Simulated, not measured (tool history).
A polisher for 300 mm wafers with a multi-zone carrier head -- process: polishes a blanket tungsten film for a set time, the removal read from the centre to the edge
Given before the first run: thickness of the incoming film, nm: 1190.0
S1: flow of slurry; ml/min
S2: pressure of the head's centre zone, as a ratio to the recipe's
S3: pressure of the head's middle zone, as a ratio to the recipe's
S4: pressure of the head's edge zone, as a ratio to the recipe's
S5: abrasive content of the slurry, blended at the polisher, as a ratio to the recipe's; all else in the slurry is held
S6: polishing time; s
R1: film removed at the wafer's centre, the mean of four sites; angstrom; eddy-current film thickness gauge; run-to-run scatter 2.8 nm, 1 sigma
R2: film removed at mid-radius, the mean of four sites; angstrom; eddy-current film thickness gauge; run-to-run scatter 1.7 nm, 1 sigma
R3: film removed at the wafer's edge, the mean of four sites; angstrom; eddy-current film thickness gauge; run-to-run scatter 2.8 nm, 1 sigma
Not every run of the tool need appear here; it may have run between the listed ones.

run  hour   S1    S2    S3    S4    S5  S6      R1      R2      R3
  1   0.0  250  1.00  1.00  1.00  1.00  64  3411.8  3365.6  3360.7
  2   8.3  250  1.00  1.00  1.00  1.10  64  3534.3  3421.5  3398.7
  3  14.9  245  1.00  0.98  0.98  1.00  62  3348.4  3175.2  3223.4
  4  20.6  290  1.00  0.98  0.98  1.00  62  3265.7  3201.6  3248.8
  5  27.7  285  1.00  0.97  0.96  0.90  61  3191.8  3102.7  3080.8
  6  33.5  250  1.00  0.97  0.96  0.90  61  3187.7  3004.6  3096.5
  7  42.4  260  1.00  0.96  0.95  0.85  60  3074.2  2908.5  2988.1
  8  43.8  265  0.99  0.95  0.94  0.80  59  2962.3  2849.9  2952.7
  9  52.3  265  0.99  0.95  0.93  0.75  58  2864.9  2707.7  2726.1

What does the tool deliver on the next run?
 10  55.0  260  0.97  0.94  0.92  0.75  58   ?   ?   ?

{"run 10": {"R1": 2788.9, "R2": 2665.4, "R3": 2771.2}}
